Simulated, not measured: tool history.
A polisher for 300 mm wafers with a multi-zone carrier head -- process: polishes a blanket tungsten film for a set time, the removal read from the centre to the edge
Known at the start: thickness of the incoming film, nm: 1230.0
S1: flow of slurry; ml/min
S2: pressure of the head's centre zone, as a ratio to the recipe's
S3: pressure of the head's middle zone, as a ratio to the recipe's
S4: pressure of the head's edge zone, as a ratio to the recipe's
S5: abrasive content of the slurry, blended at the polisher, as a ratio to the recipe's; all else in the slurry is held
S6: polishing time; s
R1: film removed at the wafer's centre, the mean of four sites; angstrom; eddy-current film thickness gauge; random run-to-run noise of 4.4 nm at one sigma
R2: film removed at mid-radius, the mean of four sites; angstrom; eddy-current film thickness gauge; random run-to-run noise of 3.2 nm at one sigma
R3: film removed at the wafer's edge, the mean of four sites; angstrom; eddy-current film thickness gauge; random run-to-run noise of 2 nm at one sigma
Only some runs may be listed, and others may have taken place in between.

run 1 hour=0.0 | S1=310 S2=1.00 S3=1.00 S4=1.00 S5=1.00 S6=65 | R1=3894.0 R2=3809.0 R3=3817.0
run 2 hour=8.8 | S1=375 S2=1.00 S3=1.00 S4=1.00 S5=1.00 S6=65 | R1=3886.5 R2=3869.2 R3=3863.5
run 3 hour=9.8 | S1=375 S2=1.00 S3=1.00 S4=1.00 S5=1.00 S6=80 | R1=4878.8 R2=4898.5 R3=4783.6
run 4 hour=16.6 | S1=375 S2=1.00 S3=1.00 S4=1.00 S5=1.00 S6=93 | R1=5689.0 R2=5623.1 R3=5582.4
run 5 hour=24.3 | S1=375 S2=1.00 S3=1.00 S4=1.00 S5=0.85 S6=93 | R1=5477.7 R2=5357.3 R3=5287.3
run 6 hour=32.0 | S1=370 S2=0.99 S3=0.99 S4=0.97 S5=0.80 S6=89 | R1=5060.1 R2=5041.0 R3=4972.6
run 7 hour=38.8 | S1=370 S2=0.99 S3=0.99 S4=0.97 S5=0.80 S6=89 | R1=4955.4 R2=5106.4 R3=4916.2
run 8 hour=46.4 | S1=360 S2=1.00 S3=0.97 S4=0.95 S5=0.75 S6=85 | R1=4843.7 R2=4726.3 R3=4601.2
run 9 hour=52.7 | S1=355 S2=1.00 S3=0.96 S4=0.94 S5=0.70 S6=82 | R1=4531.7 R2=4385.3 R3=4332.3
run 10 hour=55.5 | S1=350 S2=1.00 S3=0.96 S4=0.92 S5=0.65 S6=79 | R1=4248.1 R2=4165.1 R3=4081.2
run 11 hour=59.0 | S1=350 S2=1.00 S3=0.96 S4=0.90 S5=0.60 S6=77 | R1=4052.4 R2=3890.0 R3=3850.2

Predict the results of run 12:
run 12 hour=63.1 | S1=350 S2=1.00 S3=0.97 S4=0.89 S5=0.60 S6=76 | R1=? R2=? R3=?

R1: 4015.5 angstrom
R2: 3876.4 angstrom
R3: 3737.1 angstrom

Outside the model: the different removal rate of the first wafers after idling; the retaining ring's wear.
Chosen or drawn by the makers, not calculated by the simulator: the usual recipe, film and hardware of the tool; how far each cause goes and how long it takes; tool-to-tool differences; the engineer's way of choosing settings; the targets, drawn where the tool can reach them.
